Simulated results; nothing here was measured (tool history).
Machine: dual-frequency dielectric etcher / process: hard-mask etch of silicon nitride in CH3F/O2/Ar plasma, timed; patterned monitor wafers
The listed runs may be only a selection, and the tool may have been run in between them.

run    day  source power (W)  bias power (W)  etch time (s)  mean etch depth across the wafer (Å)
  1  0.000               530              66          144.0                               1097.80
  2  0.279               550              66          144.0                               1126.50
  3  0.346               550              66          144.0                               1134.50
  4  0.483               520              66          144.0                               1085.30
  5  0.762               520              60          144.0                               1054.90
  6  1.108               520              60          130.5                                966.23
  7  1.388               560              60          130.5                               1006.00
  8  1.575               600              61          130.5                               1036.80

Run 9, settings as shown, results not yet in. Your forecast:
  9  1.950               630              63          130.5                                     ?

{"run 9": {"mean etch depth across the wafer (Å)": 1076.6}}
